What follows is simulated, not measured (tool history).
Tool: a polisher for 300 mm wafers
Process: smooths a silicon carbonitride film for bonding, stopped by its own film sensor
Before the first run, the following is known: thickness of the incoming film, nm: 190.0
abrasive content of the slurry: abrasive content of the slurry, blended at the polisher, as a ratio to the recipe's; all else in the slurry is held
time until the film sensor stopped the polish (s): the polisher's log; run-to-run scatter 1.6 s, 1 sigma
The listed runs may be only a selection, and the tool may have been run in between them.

run	day	flow of slurry (ml/min)	pressure of the wafer on the pad (psi)	speed of the pad under the wafer (m/s)	abrasive content of the slurry	target thickness at which the film sensor stops the polish (angstrom)	time until the film sensor stopped the polish (s)
1	0	180	2.7	1.04	1	1710	59.999
2	0.025	180	2.5	1.02	1	1710	68.226
3	0.112	180	2.5	1.02	1.1	1710	65.988
4	0.221	205	2.5	1.02	1.1	1710	66.08
# day 0.342: worn pad replaced by a new one
5	0.342	165	2.5	1.02	1.1	1710	62.662
6	0.675	165	2.4	1.02	1.1	1710	63.104
7	0.821	175	2.3	1.02	1.1	1710	65.041
8	1.154	175	2.2	1	1.1	1710	67.061

What does the tool deliver on the next run?
9	1.262	175	2.1	0.98	1.1	1710	?

time until the film sensor stopped the polish (s): 71.397
